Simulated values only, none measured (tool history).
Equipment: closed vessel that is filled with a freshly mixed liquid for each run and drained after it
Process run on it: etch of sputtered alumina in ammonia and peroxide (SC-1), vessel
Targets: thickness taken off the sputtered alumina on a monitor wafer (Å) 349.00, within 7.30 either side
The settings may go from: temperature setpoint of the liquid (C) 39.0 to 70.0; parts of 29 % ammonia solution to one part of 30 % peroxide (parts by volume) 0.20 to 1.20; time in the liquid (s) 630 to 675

run,day,temperature setpoint of the liquid (C),parts of 29 % ammonia solution to one part of 30 % peroxide (parts by volume),time in the liquid (s),thickness taken off the sputtered alumina on a monitor wafer (Å)
1,0.000,55.0,0.80,630,308.18
2,0.158,55.0,1.05,630,322.20
3,0.342,55.5,1.05,630,325.00
4,0.646,55.5,1.05,630,327.26
5,0.754,55.5,0.80,630,317.36
6,0.825,49.5,0.80,630,232.12
7,0.871,49.5,0.80,630,230.60
8,1.079,51.0,0.80,630,251.44
9,1.304,52.5,0.80,630,273.38
10,1.346,58.0,0.80,630,360.11

Which single option among these 5 for the next run brings every result within its allowed miss of target? Just one does.
A,1.388,57.0,0.80,665,?
B,1.388,57.0,0.65,650,?
C,1.388,57.0,1.00,675,?
D,1.388,56.5,1.00,665,?
E,1.388,57.5,0.75,650,?

move,thickness taken off the sputtered alumina on a monitor wafer (Å)
A,364.17
B,349.01
C,377.56
D,362.33
E,363.16
A: misses by more than the last run did
B: meets every target
C: misses by more than the last run did
D: misses by more than the last run did
E: misses by more than the last run did
The right move is B.

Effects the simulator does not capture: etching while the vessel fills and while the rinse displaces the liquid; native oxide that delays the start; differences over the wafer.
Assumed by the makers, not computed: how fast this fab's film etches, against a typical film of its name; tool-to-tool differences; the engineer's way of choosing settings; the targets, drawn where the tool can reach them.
